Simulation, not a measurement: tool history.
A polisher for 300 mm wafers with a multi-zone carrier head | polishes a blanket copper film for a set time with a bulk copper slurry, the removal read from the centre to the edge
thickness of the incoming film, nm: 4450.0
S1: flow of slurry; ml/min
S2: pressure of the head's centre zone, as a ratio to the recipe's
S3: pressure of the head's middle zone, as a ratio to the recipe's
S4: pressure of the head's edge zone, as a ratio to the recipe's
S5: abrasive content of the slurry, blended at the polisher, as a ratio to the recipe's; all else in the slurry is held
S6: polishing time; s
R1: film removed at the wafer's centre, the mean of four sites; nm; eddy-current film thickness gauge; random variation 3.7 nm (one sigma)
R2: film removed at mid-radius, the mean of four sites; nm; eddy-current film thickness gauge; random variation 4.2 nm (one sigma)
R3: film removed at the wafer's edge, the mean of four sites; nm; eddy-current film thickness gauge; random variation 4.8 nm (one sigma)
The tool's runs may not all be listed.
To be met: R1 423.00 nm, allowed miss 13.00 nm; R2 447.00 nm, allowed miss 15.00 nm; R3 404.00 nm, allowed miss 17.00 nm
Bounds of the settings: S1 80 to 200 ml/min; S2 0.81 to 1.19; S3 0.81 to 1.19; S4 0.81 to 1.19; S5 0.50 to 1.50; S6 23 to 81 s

| run | hour | S1 | S2 | S3 | S4 | S5 | S6 | R1 | R2 | R3 |
|---|---|---|---|---|---|---|---|---|---|---|
| 1 | 0.0 | 130 | 1.00 | 1.00 | 1.00 | 1.00 | 52 | 714.09 | 718.50 | 685.62 |
| 2 | 1.4 | 130 | 1.00 | 1.00 | 0.95 | 1.00 | 52 | 712.72 | 713.13 | 653.29 |
| 3 | 6.8 | 120 | 0.96 | 0.98 | 0.91 | 0.85 | 48 | 586.62 | 608.81 | 570.77 |
| 4 | 9.7 | 90 | 0.96 | 0.98 | 0.91 | 0.85 | 48 | 555.55 | 553.83 | 544.76 |
| 5 | 18.0 | 90 | 0.96 | 1.06 | 0.91 | 0.85 | 48 | 554.80 | 599.54 | 548.65 |
| 6 | 21.4 | 100 | 0.96 | 1.04 | 0.88 | 0.75 | 44 | 506.51 | 536.83 | 478.96 |
| 7 | 30.3 | 115 | 0.88 | 0.94 | 0.83 | 0.50 | 41 | 384.81 | 421.36 | 404.18 |
| 8 | 38.1 | 115 | 0.88 | 0.94 | 0.83 | 0.50 | 41 | 390.74 | 418.54 | 403.93 |
| 9 | 41.2 | 125 | 0.89 | 0.95 | 0.83 | 0.50 | 40 | 399.95 | 423.18 | 386.21 |
| 10 | 42.1 | 130 | 0.89 | 0.95 | 0.85 | 0.50 | 40 | 402.35 | 424.11 | 394.02 |

Which of these 5 next moves meets every target?
| A | 43.0 | 185 | 0.95 | 1.12 | 0.81 | 0.60 | 35 | ? | ? | ? |
| B | 43.0 | 130 | 0.96 | 0.84 | 0.88 | 0.55 | 42 | ? | ? | ? |
| C | 43.0 | 85 | 0.97 | 0.96 | 0.88 | 0.50 | 41 | ? | ? | ? |
| D | 43.0 | 150 | 0.95 | 1.03 | 0.82 | 0.60 | 36 | ? | ? | ? |
| E | 43.0 | 130 | 0.91 | 0.97 | 0.83 | 0.65 | 38 | ? | ? | ? |

| move | R1 | R2 | R3 |
|---|---|---|---|
| A | 430.19 | 479.33 | 374.79 |
| B | 473.56 | 413.96 | 436.73 |
| C | 405.12 | 396.85 | 386.17 |
| D | 425.57 | 443.59 | 378.55 |
| E | 427.02 | 443.68 | 403.81 |
A: brings the result that was furthest off to its target, and leaves another outside
B: takes the result that was furthest off past its target
C: further off than the last run
D: brings the result that was furthest off to its target, and leaves another outside
E: meets every target
The right move is E.

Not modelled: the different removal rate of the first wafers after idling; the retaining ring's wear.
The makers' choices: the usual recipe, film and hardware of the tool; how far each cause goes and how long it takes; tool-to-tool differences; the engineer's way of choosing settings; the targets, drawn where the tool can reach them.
